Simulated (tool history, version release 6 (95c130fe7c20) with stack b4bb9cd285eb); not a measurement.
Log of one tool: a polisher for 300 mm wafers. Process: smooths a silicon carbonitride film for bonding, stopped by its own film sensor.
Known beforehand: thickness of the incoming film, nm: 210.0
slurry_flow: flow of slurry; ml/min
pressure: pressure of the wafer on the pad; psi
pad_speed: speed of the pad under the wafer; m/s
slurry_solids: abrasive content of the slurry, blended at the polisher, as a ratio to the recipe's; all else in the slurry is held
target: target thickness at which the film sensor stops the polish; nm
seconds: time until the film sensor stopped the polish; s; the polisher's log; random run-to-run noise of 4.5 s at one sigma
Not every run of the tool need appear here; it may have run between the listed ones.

run 1 hour=0 | slurry_flow=145 pressure=1.3 pad_speed=0.68 slurry_solids=1 target=190 | seconds=135.68
run 2 hour=8.6 | slurry_flow=145 pressure=1.3 pad_speed=0.62 slurry_solids=1 target=190 | seconds=146.33
run 3 hour=10.9 | slurry_flow=145 pressure=1.2 pad_speed=0.6 slurry_solids=1 target=190 | seconds=163.25
run 4 hour=13.3 | slurry_flow=145 pressure=1.1 pad_speed=0.6 slurry_solids=1 target=190 | seconds=171.19
run 5 hour=19.2 | slurry_flow=145 pressure=1.1 pad_speed=0.6 slurry_solids=1 target=189 | seconds=180.3
run 6 hour=22.3 | slurry_flow=145 pressure=1.1 pad_speed=0.68 slurry_solids=1 target=189 | seconds=162.54
run 7 hour=30.6 | slurry_flow=145 pressure=1 pad_speed=0.66 slurry_solids=1 target=189 | seconds=189.66
run 8 hour=31.4 | slurry_flow=145 pressure=0.9 pad_speed=0.66 slurry_solids=1 target=189 | seconds=193.24

What does the tool deliver on the next run?
run 9 hour=35 | slurry_flow=145 pressure=0.8 pad_speed=0.66 slurry_solids=1 target=189 | seconds=?

seconds: 217.26 s
